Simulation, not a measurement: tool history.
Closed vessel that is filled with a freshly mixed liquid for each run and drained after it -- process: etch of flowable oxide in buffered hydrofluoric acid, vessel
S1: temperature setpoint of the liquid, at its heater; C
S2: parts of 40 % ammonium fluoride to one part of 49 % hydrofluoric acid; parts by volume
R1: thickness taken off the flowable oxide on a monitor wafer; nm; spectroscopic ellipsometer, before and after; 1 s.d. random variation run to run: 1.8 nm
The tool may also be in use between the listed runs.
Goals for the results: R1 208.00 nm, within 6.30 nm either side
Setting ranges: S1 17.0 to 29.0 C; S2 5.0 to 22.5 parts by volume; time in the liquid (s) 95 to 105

run 1 hour=0.0 | S1=21.0 S2=13.5 time_in_the_liquid_(s)=95 | R1=274.25
run 2 hour=3.3 | S1=21.0 S2=13.5 time_in_the_liquid_(s)=95 | R1=273.91
run 3 hour=8.1 | S1=21.0 S2=13.5 time_in_the_liquid_(s)=95 | R1=272.82
run 4 hour=14.2 | S1=21.0 S2=11.0 time_in_the_liquid_(s)=95 | R1=335.42
run 5 hour=22.3 | S1=21.0 S2=14.0 time_in_the_liquid_(s)=95 | R1=264.86
run 6 hour=27.1 | S1=21.0 S2=14.0 time_in_the_liquid_(s)=95 | R1=264.63
run 7 hour=27.6 | S1=20.0 S2=14.0 time_in_the_liquid_(s)=95 | R1=250.53
run 8 hour=33.3 | S1=19.0 S2=14.0 time_in_the_liquid_(s)=95 | R1=238.36
run 9 hour=40.0 | S1=18.5 S2=14.0 time_in_the_liquid_(s)=95 | R1=226.75

Of the 5 settings listed for the next run, only one would bring every result within its allowed miss of target. Which one?
run A hour=46.7 | S1=18.5 S2=14.0 time_in_the_liquid_(s)=100 | R1=?
run B hour=46.7 | S1=17.5 S2=15.5 time_in_the_liquid_(s)=100 | R1=?
run C hour=46.7 | S1=19.5 S2=13.0 time_in_the_liquid_(s)=95 | R1=?
run D hour=46.7 | S1=17.5 S2=12.5 time_in_the_liquid_(s)=105 | R1=?
run E hour=46.7 | S1=17.5 S2=13.5 time_in_the_liquid_(s)=100 | R1=?

move=A R1=244.13
move=B R1=208.70
move=C R1=263.87
move=D R1=270.62
move=E R1=239.03
A: moves away from the targets compared with the last run
B: in spec on every target
C: moves away from the targets compared with the last run
D: moves away from the targets compared with the last run
E: moves away from the targets compared with the last run
Correct choice: B, which meets every target
